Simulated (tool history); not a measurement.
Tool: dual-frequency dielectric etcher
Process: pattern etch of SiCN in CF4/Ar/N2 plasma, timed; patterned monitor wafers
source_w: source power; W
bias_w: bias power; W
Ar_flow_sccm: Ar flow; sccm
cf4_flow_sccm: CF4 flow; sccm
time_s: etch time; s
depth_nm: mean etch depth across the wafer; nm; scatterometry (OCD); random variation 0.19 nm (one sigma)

run,hour,source_w,bias_w,Ar_flow_sccm,cf4_flow_sccm,time_s,depth_nm
1,0,440,53,90,69,77.5,59.636
2,5.2,440,56,90,69,77.5,60.526
3,7.7,410,55,90,69,77.5,56.087
4,16.2,410,55,103,69,77.5,55.292
5,20.8,410,55,103,69,81,57.196
6,23.9,390,55,103,69,81,55.167
7,24.8,370,55,103,69,81,53.213
8,27.5,350,55,103,69,81,50.297

Run 9 comes next. What will it give?
9,30.2,340,55,103,69,81,?

{"run 9": {"depth_nm": 49.159}}

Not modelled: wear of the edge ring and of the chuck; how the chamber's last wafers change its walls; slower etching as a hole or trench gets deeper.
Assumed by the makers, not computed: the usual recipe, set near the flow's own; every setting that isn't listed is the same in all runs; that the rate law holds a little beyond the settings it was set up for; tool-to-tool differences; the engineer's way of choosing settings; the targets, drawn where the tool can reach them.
